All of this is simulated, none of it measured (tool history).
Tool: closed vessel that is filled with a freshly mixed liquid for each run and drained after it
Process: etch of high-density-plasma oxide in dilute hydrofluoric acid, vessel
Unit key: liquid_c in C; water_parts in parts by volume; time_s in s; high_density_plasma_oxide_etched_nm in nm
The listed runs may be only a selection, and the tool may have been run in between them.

run  hour  liquid_c  water_parts  time_s  high_density_plasma_oxide_etched_nm
  1     0        25           90     700                                52.98
  2   1.3        26           80     700                               62.467
  3   7.8        26           80     750                               66.333
  4  11.9        26           80     750                               68.778
  5  14.3        29           80     750                               75.317
  6  22.8        29          105     750                               55.557
  7  25.9      29.5           90     750                               68.031

Run 8, settings as shown, results not yet in. Your forecast:
  8  27.5        30           80     750                                    ?

Run 8 produced high_density_plasma_oxide_etched_nm 79.527 nm.
